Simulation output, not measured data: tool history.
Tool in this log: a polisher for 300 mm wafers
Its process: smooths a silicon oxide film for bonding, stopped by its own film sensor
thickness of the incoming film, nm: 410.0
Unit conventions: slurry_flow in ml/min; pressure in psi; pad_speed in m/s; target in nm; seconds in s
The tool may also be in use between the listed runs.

| run | hour | slurry_flow | pressure | pad_speed | slurry_solids | target | seconds |
|---|---|---|---|---|---|---|---|
| 1 | 0.0 | 240 | 1.7 | 0.80 | 1.00 | 378 | 63.492 |
| 2 | 4.3 | 240 | 1.7 | 0.70 | 1.00 | 378 | 72.174 |
| 3 | 5.8 | 235 | 1.4 | 0.58 | 0.95 | 378 | 104.750 |
| 4 | 12.9 | 235 | 1.2 | 0.52 | 0.95 | 378 | 128.120 |
| 5 | 20.6 | 290 | 1.2 | 0.52 | 0.95 | 378 | 126.270 |
| 6 | 25.3 | 290 | 1.2 | 0.52 | 1.10 | 378 | 110.280 |

Expected results for the next run?
| 7 | 29.3 | 290 | 1.1 | 0.46 | 1.05 | 378 | ? |

Run 7 produced seconds 140.730 s.

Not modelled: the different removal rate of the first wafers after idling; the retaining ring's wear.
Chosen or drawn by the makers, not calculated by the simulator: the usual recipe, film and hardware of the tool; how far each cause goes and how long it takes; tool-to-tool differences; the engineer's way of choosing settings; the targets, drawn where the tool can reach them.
